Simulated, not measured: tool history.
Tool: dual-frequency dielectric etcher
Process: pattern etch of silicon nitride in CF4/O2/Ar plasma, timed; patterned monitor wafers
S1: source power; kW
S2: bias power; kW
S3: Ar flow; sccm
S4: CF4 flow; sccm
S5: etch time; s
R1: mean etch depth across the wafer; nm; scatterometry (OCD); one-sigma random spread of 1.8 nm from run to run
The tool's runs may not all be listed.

| run | hour | S1 | S2 | S3 | S4 | S5 | R1 |
|---|---|---|---|---|---|---|---|
| 1 | 0.0 | 0.730 | 0.039 | 99 | 110 | 151 | 423.41 |
| 2 | 5.4 | 0.650 | 0.039 | 99 | 110 | 151 | 374.75 |
| 3 | 8.1 | 0.650 | 0.039 | 108 | 110 | 151 | 365.72 |
| 4 | 15.8 | 0.650 | 0.042 | 108 | 110 | 151 | 384.74 |
| 5 | 18.9 | 0.610 | 0.041 | 109 | 110 | 151 | 353.57 |
| 6 | 27.2 | 0.580 | 0.041 | 109 | 110 | 151 | 336.55 |
| 7 | 30.1 | 0.550 | 0.041 | 109 | 110 | 151 | 312.22 |

Run 8, settings as shown, results not yet in. Your forecast:
| 8 | 33.3 | 0.530 | 0.041 | 109 | 110 | 151 | ? |

Run 8 came out at R1 301.77 nm.
